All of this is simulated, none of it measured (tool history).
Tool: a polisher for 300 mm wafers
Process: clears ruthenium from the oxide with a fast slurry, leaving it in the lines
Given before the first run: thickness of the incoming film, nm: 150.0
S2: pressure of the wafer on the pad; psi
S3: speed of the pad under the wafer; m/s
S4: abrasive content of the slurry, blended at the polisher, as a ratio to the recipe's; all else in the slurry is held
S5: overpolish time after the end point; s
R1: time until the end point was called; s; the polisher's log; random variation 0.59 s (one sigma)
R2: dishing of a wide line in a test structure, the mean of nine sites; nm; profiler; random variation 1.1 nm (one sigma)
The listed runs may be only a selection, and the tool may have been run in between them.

Run 1, hour 0.0: flow of slurry (ml/min) 150, S2 2.1 psi, S3 1.30 m/s, S4 1.0, S5 21 s. Result: R1 32.753 s, R2 68.467 nm.
Run 2, hour 6.8: flow of slurry (ml/min) 180, S2 2.1 psi, S3 1.30 m/s, S4 1.0, S5 21 s. Result: R1 31.796 s, R2 70.636 nm.
Run 3, hour 8.0: flow of slurry (ml/min) 210, S2 2.1 psi, S3 1.30 m/s, S4 1.0, S5 21 s. Result: R1 31.235 s, R2 70.997 nm.
Run 4, hour 14.3: flow of slurry (ml/min) 210, S2 1.9 psi, S3 1.30 m/s, S4 1.0, S5 23 s. Result: R1 34.881 s, R2 70.466 nm.
Run 5, hour 19.9: flow of slurry (ml/min) 210, S2 1.8 psi, S3 1.30 m/s, S4 1.0, S5 25 s. Result: R1 35.142 s, R2 73.585 nm.
Run 6, hour 24.0: flow of slurry (ml/min) 195, S2 1.8 psi, S3 1.30 m/s, S4 1.0, S5 25 s. Result: R1 36.789 s, R2 74.093 nm.
Run 7, hour 30.3: flow of slurry (ml/min) 195, S2 1.7 psi, S3 1.30 m/s, S4 1.0, S5 26 s. Result: R1 38.952 s, R2 69.281 nm.
Run 8, hour 33.2: flow of slurry (ml/min) 160, S2 1.3 psi, S3 1.22 m/s, S4 1.0, S5 36 s. Result: R1 55.255 s, R2 69.749 nm.
Run 9, hour 34.9: flow of slurry (ml/min) 165, S2 1.3 psi, S3 1.22 m/s, S4 1.0, S5 36 s. Result: R1 55.146 s, R2 69.161 nm.
Run 10, hour 41.3: flow of slurry (ml/min) 170, S2 1.3 psi, S3 1.22 m/s, S4 1.0, S5 36 s. Result: R1 54.096 s, R2 69.703 nm.
Run 11, hour 45.6: flow of slurry (ml/min) 175, S2 1.3 psi, S3 1.22 m/s, S4 1.0, S5 36 s. Result: R1 55.025 s, R2 71.703 nm.
Run 12, hour 52.0: flow of slurry (ml/min) 180, S2 1.3 psi, S3 1.22 m/s, S4 1.0, S5 36 s. Result: R1 53.824 s, R2 72.001 nm.
Run 13, hour 56.7: flow of slurry (ml/min) 185, S2 1.3 psi, S3 1.22 m/s, S4 1.0, S5 36 s. Result: R1 53.856 s, R2 73.723 nm.
Run 14, hour 64.4: flow of slurry (ml/min) 190, S2 1.3 psi, S3 1.22 m/s, S4 1.0, S5 36 s. Result: R1 53.602 s, R2 72.822 nm.

Expected results for the next run?
Run 15, hour 71.1: flow of slurry (ml/min) 195, S2 1.3 psi, S3 1.22 m/s, S4 1.0, S5 36 s. Result: R1 ?, R2 ?.

{"run 15": {"R1": 53.852, "R2": 73.813}}
